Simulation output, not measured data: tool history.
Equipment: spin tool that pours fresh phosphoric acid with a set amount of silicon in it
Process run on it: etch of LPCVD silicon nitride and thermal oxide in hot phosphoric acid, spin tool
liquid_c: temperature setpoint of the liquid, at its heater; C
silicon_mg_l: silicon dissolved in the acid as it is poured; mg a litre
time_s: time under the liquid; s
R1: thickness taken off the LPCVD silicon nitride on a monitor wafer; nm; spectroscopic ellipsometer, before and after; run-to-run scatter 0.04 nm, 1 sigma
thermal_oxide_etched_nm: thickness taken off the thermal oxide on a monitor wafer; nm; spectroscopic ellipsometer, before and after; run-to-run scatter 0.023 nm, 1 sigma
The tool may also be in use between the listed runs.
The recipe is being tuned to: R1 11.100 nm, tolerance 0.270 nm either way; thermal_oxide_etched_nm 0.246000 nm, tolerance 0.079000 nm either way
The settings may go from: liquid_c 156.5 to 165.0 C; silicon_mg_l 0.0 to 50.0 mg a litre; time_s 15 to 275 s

Run 1, hour 0.0: liquid_c 160.0 C, silicon_mg_l 22.5 mg a litre, time_s 140 s. Result: R1 11.800 nm, thermal_oxide_etched_nm 0.222850 nm.
Run 2, hour 1.4: liquid_c 162.0 C, silicon_mg_l 22.5 mg a litre, time_s 140 s. Result: R1 12.581 nm, thermal_oxide_etched_nm 0.198600 nm.
Run 3, hour 6.4: liquid_c 162.0 C, silicon_mg_l 22.5 mg a litre, time_s 190 s. Result: R1 17.134 nm, thermal_oxide_etched_nm 0.332830 nm.
Run 4, hour 9.4: liquid_c 161.5 C, silicon_mg_l 22.0 mg a litre, time_s 180 s. Result: R1 15.942 nm, thermal_oxide_etched_nm 0.282850 nm.
At hour 12.4: thermometer replaced.
Run 5, hour 12.4: liquid_c 161.0 C, silicon_mg_l 21.0 mg a litre, time_s 175 s. Result: R1 16.118 nm, thermal_oxide_etched_nm 0.325260 nm.
Run 6, hour 14.5: liquid_c 160.5 C, silicon_mg_l 21.5 mg a litre, time_s 165 s. Result: R1 14.918 nm, thermal_oxide_etched_nm 0.326090 nm.
Run 7, hour 17.9: liquid_c 160.0 C, silicon_mg_l 22.0 mg a litre, time_s 160 s. Result: R1 14.231 nm, thermal_oxide_etched_nm 0.296440 nm.
Run 8, hour 24.6: liquid_c 160.0 C, silicon_mg_l 21.5 mg a litre, time_s 155 s. Result: R1 13.819 nm, thermal_oxide_etched_nm 0.324480 nm.

Consider the 5 candidate settings below. Which is the only one whose results all fall within their allowed miss of target?
Run A, hour 31.3: liquid_c 160.0 C, silicon_mg_l 40.5 mg a litre, time_s 130 s. Result: R1 ?, thermal_oxide_etched_nm ?.
Run B, hour 31.3: liquid_c 160.0 C, silicon_mg_l 15.5 mg a litre, time_s 125 s. Result: R1 ?, thermal_oxide_etched_nm ?.
Run C, hour 31.3: liquid_c 159.5 C, silicon_mg_l 18.5 mg a litre, time_s 120 s. Result: R1 ?, thermal_oxide_etched_nm ?.
Run D, hour 31.3: liquid_c 156.5 C, silicon_mg_l 15.0 mg a litre, time_s 245 s. Result: R1 ?, thermal_oxide_etched_nm ?.
Run E, hour 31.3: liquid_c 162.0 C, silicon_mg_l 20.5 mg a litre, time_s 120 s. Result: R1 ?, thermal_oxide_etched_nm ?.

move      R1  thermal_oxide_etched_nm
   A  11.592                 0.091707
   B  11.147                 0.240210
   C  10.522                 0.205330
   D  19.406                 0.367090
   E  11.441                 0.233430
A: moves toward the targets from the last run without getting all of them in spec
B: in spec on every target
C: takes the biggest miss from the last run beyond its target
D: its largest miss is bigger than the last run's
E: moves toward the targets from the last run without getting all of them in spec
The move that meets every target is B.
